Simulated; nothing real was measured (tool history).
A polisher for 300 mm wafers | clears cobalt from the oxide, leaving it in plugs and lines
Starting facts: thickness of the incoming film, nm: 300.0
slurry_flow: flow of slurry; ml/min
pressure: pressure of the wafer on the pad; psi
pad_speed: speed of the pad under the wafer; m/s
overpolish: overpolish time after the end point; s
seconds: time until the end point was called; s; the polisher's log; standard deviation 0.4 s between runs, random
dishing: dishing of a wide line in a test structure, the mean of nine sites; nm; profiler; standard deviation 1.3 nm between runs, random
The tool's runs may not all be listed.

run,hour,slurry_flow,pressure,pad_speed,overpolish,seconds,dishing
1,0.0,225,1.4,1.28,13,62.274,42.765
2,0.7,225,1.5,1.28,13,57.788,41.858
3,7.4,225,1.8,1.28,13,48.798,46.237
4,12.6,225,1.6,1.28,13,55.437,42.543
5,13.5,225,1.7,1.28,13,52.781,43.791
6,16.9,175,1.7,1.28,13,53.911,43.605
7,20.7,180,2.1,1.30,14,42.464,50.228
8,22.3,185,2.1,1.30,14,42.454,54.043

What will run 9 give?
9,30.5,190,2.1,1.30,14,?,?

{"run 9": {"seconds": 42.305, "dishing": 52.55}}
